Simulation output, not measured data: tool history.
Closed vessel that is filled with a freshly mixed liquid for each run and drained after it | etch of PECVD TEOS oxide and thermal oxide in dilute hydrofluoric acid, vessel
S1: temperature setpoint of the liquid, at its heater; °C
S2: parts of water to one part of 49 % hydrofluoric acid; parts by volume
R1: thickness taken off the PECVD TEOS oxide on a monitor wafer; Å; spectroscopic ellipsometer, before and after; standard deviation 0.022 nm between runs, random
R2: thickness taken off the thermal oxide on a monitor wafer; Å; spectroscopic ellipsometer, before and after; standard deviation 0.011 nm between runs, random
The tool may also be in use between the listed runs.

run 1 hour=0 | S1=24 S2=155 time_in_the_liquid_(s)=175 | R1=131.89 R2=51.738
run 2 hour=3.3 | S1=23.5 S2=170 time_in_the_liquid_(s)=175 | R1=115.84 R2=45.814
run 3 hour=4.1 | S1=23 S2=185 time_in_the_liquid_(s)=170 | R1=99.466 R2=39.409
run 4 hour=11 | S1=23 S2=205 time_in_the_liquid_(s)=170 | R1=88.695 R2=34.217
run 5 hour=17 | S1=23 S2=250 time_in_the_liquid_(s)=170 | R1=68.981 R2=27.302
run 6 hour=23.8 | S1=22.5 S2=255 time_in_the_liquid_(s)=165 | R1=63.755 R2=25.407
run 7 hour=24.5 | S1=22 S2=260 time_in_the_liquid_(s)=160 | R1=59.803 R2=23.439
run 8 hour=28.6 | S1=21.5 S2=265 time_in_the_liquid_(s)=155 | R1=54.975 R2=22.126
run 9 hour=30.9 | S1=20 S2=285 time_in_the_liquid_(s)=90 | R1=28.065 R2=10.99
run 10 hour=35.3 | S1=20.5 S2=285 time_in_the_liquid_(s)=90 | R1=28.791 R2=11.209
run 11 hour=37.3 | S1=21 S2=285 time_in_the_liquid_(s)=90 | R1=28.836 R2=11.372

For run 12, what comes out?
run 12 hour=41.8 | S1=21.5 S2=285 time_in_the_liquid_(s)=90 | R1=? R2=?

R1: 29.384 Å
R2: 11.579 Å
